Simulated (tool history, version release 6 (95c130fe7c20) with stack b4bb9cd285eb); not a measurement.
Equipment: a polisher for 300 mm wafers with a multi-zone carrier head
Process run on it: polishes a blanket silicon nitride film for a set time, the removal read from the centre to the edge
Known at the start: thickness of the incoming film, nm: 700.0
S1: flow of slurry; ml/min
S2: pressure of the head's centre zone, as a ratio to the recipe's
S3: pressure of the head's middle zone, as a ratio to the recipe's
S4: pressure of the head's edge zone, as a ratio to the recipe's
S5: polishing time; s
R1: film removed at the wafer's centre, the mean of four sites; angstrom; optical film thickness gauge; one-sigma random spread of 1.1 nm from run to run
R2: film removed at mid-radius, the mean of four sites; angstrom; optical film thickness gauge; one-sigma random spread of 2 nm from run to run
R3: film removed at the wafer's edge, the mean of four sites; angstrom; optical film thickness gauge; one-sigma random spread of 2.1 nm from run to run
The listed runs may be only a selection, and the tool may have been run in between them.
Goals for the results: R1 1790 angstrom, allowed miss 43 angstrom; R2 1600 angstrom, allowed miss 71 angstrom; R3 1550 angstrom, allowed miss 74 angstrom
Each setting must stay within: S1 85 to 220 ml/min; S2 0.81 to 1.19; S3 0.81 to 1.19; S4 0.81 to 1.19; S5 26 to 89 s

{"run": 1, "hour": 0.0, "S1": 140, "S2": 1, "S3": 1, "S4": 1, "S5": 57, "R1": 1367.3, "R2": 1372.9, "R3": 1438.6}
{"run": 2, "hour": 4.5, "S1": 160, "S2": 1.04, "S3": 1.02, "S4": 1, "S5": 57, "R1": 1467.4, "R2": 1444.6, "R3": 1433.2}
{"run": 3, "hour": 8.6, "S1": 125, "S2": 1.04, "S3": 1.02, "S4": 1, "S5": 57, "R1": 1389.3, "R2": 1357.1, "R3": 1418.4}
{"run": 4, "hour": 16.9, "S1": 145, "S2": 1.07, "S3": 1.03, "S4": 1.02, "S5": 58, "R1": 1534.3, "R2": 1453.2, "R3": 1445.1}
{"run": 5, "hour": 25.1, "S1": 145, "S2": 1.07, "S3": 0.97, "S4": 1.02, "S5": 58, "R1": 1519.6, "R2": 1360.5, "R3": 1438.9}
{"run": 6, "hour": 27.6, "S1": 145, "S2": 1.07, "S3": 0.91, "S4": 1.02, "S5": 58, "R1": 1517, "R2": 1317.3, "R3": 1468.3}
{"run": 7, "hour": 29.7, "S1": 160, "S2": 1.08, "S3": 0.94, "S4": 1.03, "S5": 59, "R1": 1611.6, "R2": 1376.4, "R3": 1516.4}
{"run": 8, "hour": 34.4, "S1": 175, "S2": 1.09, "S3": 0.97, "S4": 1.02, "S5": 59, "R1": 1621, "R2": 1452, "R3": 1543.6}
{"run": 9, "hour": 39.0, "S1": 180, "S2": 1.12, "S3": 0.99, "S4": 1.01, "S5": 59, "R1": 1696.6, "R2": 1471.7, "R3": 1525.5}
{"run": 10, "hour": 45.3, "S1": 190, "S2": 1.13, "S3": 1.01, "S4": 1.01, "S5": 59, "R1": 1729.1, "R2": 1541.4, "R3": 1554.1}
{"run": 11, "hour": 47.4, "S1": 195, "S2": 1.14, "S3": 1.02, "S4": 1, "S5": 59, "R1": 1747, "R2": 1552.8, "R3": 1536.5}

Consider the 5 candidate settings below. Which is the only one whose results all fall within their allowed miss of target?
{"run": "A", "hour": 49.5, "S1": 185, "S2": 1.08, "S3": 1.09, "S4": 1.03, "S5": 64, "R1": "?", "R2": "?", "R3": "?"}
{"run": "B", "hour": 49.5, "S1": 215, "S2": 0.98, "S3": 1.05, "S4": 1.01, "S5": 66, "R1": "?", "R2": "?", "R3": "?"}
{"run": "C", "hour": 49.5, "S1": 205, "S2": 1.13, "S3": 1.19, "S4": 1.08, "S5": 58, "R1": "?", "R2": "?", "R3": "?"}
{"run": "D", "hour": 49.5, "S1": 220, "S2": 1.04, "S3": 1.08, "S4": 0.89, "S5": 62, "R1": "?", "R2": "?", "R3": "?"}
{"run": "E", "hour": 49.5, "S1": 185, "S2": 1.14, "S3": 1.02, "S4": 0.97, "S5": 61, "R1": "?", "R2": "?", "R3": "?"}

move=A R1=1794.8 R2=1767.3 R3=1669.8
move=B R1=1720.1 R2=1805.9 R3=1735.7
move=C R1=1733.5 R2=1753.7 R3=1563.3
move=D R1=1721.8 R2=1742.9 R3=1543.9
move=E R1=1805.5 R2=1591.5 R3=1549.7
A: puts the biggest miss on target and leaves a different result outside tolerance
B: misses by more than the last run did
C: misses by more than the last run did
D: misses by more than the last run did
E: in spec on every target
Answer: E
